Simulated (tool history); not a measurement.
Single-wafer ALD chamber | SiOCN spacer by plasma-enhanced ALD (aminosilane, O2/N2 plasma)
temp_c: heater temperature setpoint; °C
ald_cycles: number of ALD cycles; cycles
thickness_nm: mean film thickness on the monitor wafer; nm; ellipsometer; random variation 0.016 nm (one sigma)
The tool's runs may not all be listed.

{"run": 1, "hour": 0.0, "temp_c": 425, "ald_cycles": 70, "thickness_nm": 3.575}
{"run": 2, "hour": 7.4, "temp_c": 415, "ald_cycles": 70, "thickness_nm": 3.6947}
{"run": 3, "hour": 16.0, "temp_c": 412, "ald_cycles": 71, "thickness_nm": 3.7609}
{"run": 4, "hour": 19.0, "temp_c": 412, "ald_cycles": 63, "thickness_nm": 3.3497}
{"run": 5, "hour": 23.4, "temp_c": 407, "ald_cycles": 63, "thickness_nm": 3.4046}
{"run": 6, "hour": 24.2, "temp_c": 406, "ald_cycles": 66, "thickness_nm": 3.5663}
{"run": 7, "hour": 25.8, "temp_c": 405, "ald_cycles": 68, "thickness_nm": 3.6906}
{"run": 8, "hour": 34.4, "temp_c": 404, "ald_cycles": 69, "thickness_nm": 3.729}
{"run": 9, "hour": 39.8, "temp_c": 401, "ald_cycles": 74, "thickness_nm": 4.0984}

The next listed run, before its measurement:
{"run": 10, "hour": 45.1, "temp_c": 401, "ald_cycles": 74, "thickness_nm": "?"}

thickness_nm: 4.0464 nm
